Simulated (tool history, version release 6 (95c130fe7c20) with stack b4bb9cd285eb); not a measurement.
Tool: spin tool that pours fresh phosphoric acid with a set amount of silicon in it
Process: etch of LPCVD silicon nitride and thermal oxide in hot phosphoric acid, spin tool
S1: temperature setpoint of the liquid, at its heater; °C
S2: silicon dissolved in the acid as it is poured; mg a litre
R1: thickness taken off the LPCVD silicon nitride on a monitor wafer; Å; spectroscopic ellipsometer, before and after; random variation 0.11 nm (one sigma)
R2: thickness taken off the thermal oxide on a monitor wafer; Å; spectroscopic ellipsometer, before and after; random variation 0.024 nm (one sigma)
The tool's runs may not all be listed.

Run 1, day 0.000: S1 163.0 °C, S2 15.5 mg a litre, time under the liquid (s) 180. Result: R1 193.02 Å, R2 4.6593 Å.
Run 2, day 0.221: S1 162.0 °C, S2 15.5 mg a litre, time under the liquid (s) 180. Result: R1 186.20 Å, R2 4.0498 Å.
Run 3, day 0.538: S1 162.0 °C, S2 9.0 mg a litre, time under the liquid (s) 180. Result: R1 187.02 Å, R2 5.0692 Å.
Run 4, day 0.754: S1 160.0 °C, S2 9.0 mg a litre, time under the liquid (s) 180. Result: R1 173.77 Å, R2 4.0659 Å.
Run 5, day 1.029: S1 160.0 °C, S2 9.0 mg a litre, time under the liquid (s) 235. Result: R1 226.86 Å, R2 5.7537 Å.
Run 6, day 1.212: S1 160.0 °C, S2 14.5 mg a litre, time under the liquid (s) 235. Result: R1 227.50 Å, R2 4.4090 Å.

Forecast run 7:
Run 7, day 1.446: S1 160.5 °C, S2 17.5 mg a litre, time under the liquid (s) 235. Result: R1 ?, R2 ?.

R1: 231.69 Å
R2: 4.1270 Å

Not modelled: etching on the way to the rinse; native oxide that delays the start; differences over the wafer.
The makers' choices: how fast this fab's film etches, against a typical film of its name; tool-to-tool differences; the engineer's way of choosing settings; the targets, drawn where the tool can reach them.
